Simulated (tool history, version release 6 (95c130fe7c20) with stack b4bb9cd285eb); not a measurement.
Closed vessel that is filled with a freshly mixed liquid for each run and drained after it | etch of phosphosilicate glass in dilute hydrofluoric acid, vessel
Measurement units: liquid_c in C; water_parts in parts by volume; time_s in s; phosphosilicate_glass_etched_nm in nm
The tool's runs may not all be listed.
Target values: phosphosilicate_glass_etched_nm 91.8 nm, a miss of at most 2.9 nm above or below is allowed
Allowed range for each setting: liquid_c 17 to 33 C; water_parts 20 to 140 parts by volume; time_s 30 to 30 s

| run | hour | liquid_c | water_parts | time_s | phosphosilicate_glass_etched_nm |
|---|---|---|---|---|---|
| 1 | 0 | 25 | 75 | 30 | 48.37 |
| 2 | 7.8 | 25 | 65 | 30 | 56.204 |
| 3 | 13.3 | 25 | 65 | 30 | 56.225 |
| 4 | 15.9 | 25 | 85 | 30 | 41.886 |
| 5 | 17.4 | 26 | 80 | 30 | 47.306 |
| 6 | 20.8 | 26 | 80 | 30 | 47.287 |
| 7 | 22.8 | 26 | 80 | 30 | 46.762 |
| 8 | 28.9 | 27 | 75 | 30 | 51.211 |
| 9 | 30.4 | 31 | 45 | 30 | 106.73 |

Exercise: of the 4 proposed moves below, exactly one satisfies all targets within the stated allowed misses. Which move is it?
| A | 31.9 | 33 | 55 | 30 | ? |
| B | 31.9 | 31.5 | 55 | 30 | ? |
| C | 31.9 | 31 | 55 | 30 | ? |
| D | 31.9 | 25.5 | 45 | 30 | ? |

| move | phosphosilicate_glass_etched_nm |
|---|---|
| A | 91.708 |
| B | 86.565 |
| C | 84.902 |
| D | 84.489 |
A: each result inside its tolerance
B: the result that was furthest off in the last run now lies on the other side of its target
C: the result that was furthest off in the last run now lies on the other side of its target
D: the result that was furthest off in the last run now lies on the other side of its target
A is the move that brings every result within its allowed miss.
